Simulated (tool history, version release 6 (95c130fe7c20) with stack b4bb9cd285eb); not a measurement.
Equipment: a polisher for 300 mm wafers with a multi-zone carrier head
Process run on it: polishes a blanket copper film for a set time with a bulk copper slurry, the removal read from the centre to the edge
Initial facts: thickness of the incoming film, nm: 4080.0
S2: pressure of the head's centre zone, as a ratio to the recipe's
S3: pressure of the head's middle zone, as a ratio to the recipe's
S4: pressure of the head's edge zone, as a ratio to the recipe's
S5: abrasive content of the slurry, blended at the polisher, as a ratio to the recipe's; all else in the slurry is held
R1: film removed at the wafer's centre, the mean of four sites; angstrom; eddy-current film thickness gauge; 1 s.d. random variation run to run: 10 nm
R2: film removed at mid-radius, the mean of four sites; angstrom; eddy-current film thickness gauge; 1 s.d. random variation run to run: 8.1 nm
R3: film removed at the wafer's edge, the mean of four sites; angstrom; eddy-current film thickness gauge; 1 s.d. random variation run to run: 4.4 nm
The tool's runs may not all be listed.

Run 1, hour 0.0: flow of slurry (ml/min) 155, S2 1.00, S3 1.00, S4 1.00, S5 1.0, polishing time (s) 87. Result: R1 5706.1 angstrom, R2 5777.1 angstrom, R3 5606.5 angstrom.
Run 2, hour 1.0: flow of slurry (ml/min) 170, S2 1.03, S3 0.98, S4 1.03, S5 1.0, polishing time (s) 87. Result: R1 6036.9 angstrom, R2 5847.5 angstrom, R3 5770.5 angstrom.
Run 3, hour 9.1: flow of slurry (ml/min) 170, S2 1.03, S3 0.90, S4 1.03, S5 1.0, polishing time (s) 87. Result: R1 5994.3 angstrom, R2 5296.5 angstrom, R3 5705.1 angstrom.
Run 4, hour 11.2: flow of slurry (ml/min) 140, S2 1.03, S3 0.90, S4 1.03, S5 1.0, polishing time (s) 87. Result: R1 5836.3 angstrom, R2 5144.3 angstrom, R3 5646.5 angstrom.
Run 5, hour 19.9: flow of slurry (ml/min) 140, S2 1.03, S3 0.90, S4 1.03, S5 1.0, polishing time (s) 76. Result: R1 5086.6 angstrom, R2 4521.0 angstrom, R3 4965.6 angstrom.
Run 6, hour 27.2: flow of slurry (ml/min) 125, S2 1.03, S3 0.90, S4 1.03, S5 1.0, polishing time (s) 76. Result: R1 4944.6 angstrom, R2 4435.2 angstrom, R3 4802.7 angstrom.

What will run 7 give?
Run 7, hour 31.3: flow of slurry (ml/min) 150, S2 1.06, S3 0.92, S4 1.07, S5 1.1, polishing time (s) 77. Result: R1 ?, R2 ?, R3 ?.

{"run 7": {"R1": 5453.9, "R2": 4794.5, "R3": 5204.9}}

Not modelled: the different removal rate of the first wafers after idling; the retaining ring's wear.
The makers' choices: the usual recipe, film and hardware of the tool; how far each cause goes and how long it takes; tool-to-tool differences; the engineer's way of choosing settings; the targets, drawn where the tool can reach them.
